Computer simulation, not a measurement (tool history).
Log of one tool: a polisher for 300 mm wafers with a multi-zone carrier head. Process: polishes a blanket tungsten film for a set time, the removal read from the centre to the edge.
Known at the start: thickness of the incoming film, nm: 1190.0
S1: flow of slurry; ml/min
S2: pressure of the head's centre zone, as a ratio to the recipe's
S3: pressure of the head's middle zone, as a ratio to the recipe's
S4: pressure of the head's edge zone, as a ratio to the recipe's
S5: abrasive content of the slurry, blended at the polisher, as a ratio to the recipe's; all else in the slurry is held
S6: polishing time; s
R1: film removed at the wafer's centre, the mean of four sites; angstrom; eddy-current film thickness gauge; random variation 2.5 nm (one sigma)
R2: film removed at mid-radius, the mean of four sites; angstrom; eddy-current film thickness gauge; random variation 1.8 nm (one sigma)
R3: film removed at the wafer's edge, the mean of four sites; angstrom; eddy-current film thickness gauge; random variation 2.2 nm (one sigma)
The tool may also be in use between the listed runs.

{"run": 1, "day": 0.0, "S1": 245, "S2": 1, "S3": 1, "S4": 1, "S5": 1, "S6": 47, "R1": 3824.5, "R2": 3620.7, "R3": 3703.6}
{"run": 2, "day": 0.333, "S1": 245, "S2": 1.04, "S3": 1, "S4": 1, "S5": 1, "S6": 47, "R1": 3830.4, "R2": 3613, "R3": 3607.5}
{"run": 3, "day": 0.367, "S1": 220, "S2": 0.98, "S3": 1.02, "S4": 0.95, "S5": 0.85, "S6": 40, "R1": 3042.7, "R2": 2984.7, "R3": 2875.9}
{"run": 4, "day": 0.608, "S1": 210, "S2": 0.94, "S3": 1.04, "S4": 0.95, "S5": 0.75, "S6": 35, "R1": 2500.8, "R2": 2555.6, "R3": 2488.1}
{"run": 5, "day": 0.658, "S1": 205, "S2": 0.91, "S3": 1.05, "S4": 0.93, "S5": 0.7, "S6": 32, "R1": 2260.7, "R2": 2290, "R3": 2198.4}
{"run": 6, "day": 0.858, "S1": 205, "S2": 0.91, "S3": 1.05, "S4": 0.93, "S5": 0.85, "S6": 32, "R1": 2381.3, "R2": 2389.6, "R3": 2276.6}
{"run": 7, "day": 1.196, "S1": 200, "S2": 0.88, "S3": 1.07, "S4": 0.93, "S5": 0.75, "S6": 30, "R1": 2107, "R2": 2229.2, "R3": 2091.3}
{"run": 8, "day": 1.412, "S1": 195, "S2": 0.86, "S3": 1.08, "S4": 0.93, "S5": 0.7, "S6": 29, "R1": 1903, "R2": 2137.1, "R3": 1968.6}
{"run": 9, "day": 1.575, "S1": 190, "S2": 0.85, "S3": 1.08, "S4": 0.92, "S5": 0.65, "S6": 29, "R1": 1914.3, "R2": 2095.9, "R3": 1936.6}
{"run": 10, "day": 1.783, "S1": 185, "S2": 0.84, "S3": 1.08, "S4": 0.92, "S5": 0.6, "S6": 29, "R1": 1847.2, "R2": 2044.4, "R3": 1916.5}

Forecast run 11:
{"run": 11, "day": 1.808, "S1": 180, "S2": 0.83, "S3": 1.09, "S4": 0.92, "S5": 0.55, "S6": 29, "R1": "?", "R2": "?", "R3": "?"}

Run 11 gave R1 1814.5 angstrom, R2 2042.4 angstrom, R3 1832.7 angstrom.

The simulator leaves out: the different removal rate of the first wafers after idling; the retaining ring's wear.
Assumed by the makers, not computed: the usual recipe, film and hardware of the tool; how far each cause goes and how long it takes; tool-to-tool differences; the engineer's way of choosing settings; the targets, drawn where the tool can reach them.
